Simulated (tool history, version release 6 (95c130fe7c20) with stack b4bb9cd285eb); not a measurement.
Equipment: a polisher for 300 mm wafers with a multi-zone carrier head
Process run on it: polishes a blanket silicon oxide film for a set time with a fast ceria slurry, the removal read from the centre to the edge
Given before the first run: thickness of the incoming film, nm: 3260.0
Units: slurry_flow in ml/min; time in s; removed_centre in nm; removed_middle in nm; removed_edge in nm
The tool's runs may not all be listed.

run	hour	slurry_flow	centre_zone	middle_zone	edge_zone	time	removed_centre	removed_middle	removed_edge
1	0	190	1	1	1	34	553.92	567.09	609.5
2	5.5	190	1.07	1	1	34	582.21	554.67	602.7
3	13	185	1.07	1	0.98	33	572.9	546.77	573.81
4	17.3	180	1.06	0.99	0.96	32	553.91	510.09	541.6
5	21.5	175	1.05	0.99	0.94	32	551.18	514.73	540.08
6	22.5	175	1.12	0.99	0.94	32	569.7	512.17	544.52
7	29.3	170	1.1	0.99	0.93	32	557.15	510.01	556.27
8	35.6	180	1.08	0.98	0.93	31	534.69	499.54	521.33
# hour 42.2: edge zone pressure recalibrated
9	42.2	180	1.08	0.97	0.92	31	541.61	489.93	505.82
10	45.5	180	1.07	0.96	0.91	31	531.43	484.78	485.44
11	50	175	1.06	0.95	0.91	31	533.75	481.64	488.78

Run 12 comes next. What will it give?
12	54.1	170	1.05	0.95	0.91	31	?	?	?

removed_centre: 522.29 nm
removed_middle: 479.04 nm
removed_edge: 488.19 nm
